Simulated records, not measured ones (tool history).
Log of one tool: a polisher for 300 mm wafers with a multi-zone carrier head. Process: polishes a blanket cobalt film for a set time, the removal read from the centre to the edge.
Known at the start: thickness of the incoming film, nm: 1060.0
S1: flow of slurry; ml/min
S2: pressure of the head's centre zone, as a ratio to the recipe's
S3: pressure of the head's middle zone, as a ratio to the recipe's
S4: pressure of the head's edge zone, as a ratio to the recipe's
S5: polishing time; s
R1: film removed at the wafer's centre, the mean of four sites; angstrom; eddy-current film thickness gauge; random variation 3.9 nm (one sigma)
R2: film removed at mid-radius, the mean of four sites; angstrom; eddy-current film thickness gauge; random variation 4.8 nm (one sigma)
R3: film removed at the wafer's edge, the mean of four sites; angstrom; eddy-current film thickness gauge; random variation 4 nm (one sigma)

run 1 hour=0 | S1=210 S2=1 S3=1 S4=1 S5=72 | R1=3548.4 R2=3448 R3=3549.6
run 2 hour=3.3 | S1=175 S2=1 S3=1 S4=1 S5=72 | R1=3501.2 R2=3386.8 R3=3437.2
run 3 hour=7.4 | S1=195 S2=1 S3=1.04 S4=1.03 S5=74 | R1=3713.9 R2=3706.9 R3=3592.2
run 4 hour=15.8 | S1=195 S2=0.95 S3=1.04 S4=1.03 S5=74 | R1=3371 R2=3674.5 R3=3611
run 5 hour=19.4 | S1=210 S2=0.95 S3=1.05 S4=1.06 S5=76 | R1=3618 R2=3851.5 R3=3763.4
run 6 hour=22.3 | S1=220 S2=0.94 S3=1.06 S4=1.08 S5=78 | R1=3659.4 R2=3995.5 R3=3911.5
run 7 hour=24.5 | S1=230 S2=0.94 S3=1.07 S4=1.1 S5=79 | R1=3701.3 R2=4148.4 R3=3980.3

Forecast run 8:
run 8 hour=29.6 | S1=235 S2=0.94 S3=1.07 S4=1.11 S5=80 | R1=? R2=? R3=?

Run 8 gave R1 3800 angstrom, R2 4199.5 angstrom, R3 4142.2 angstrom.
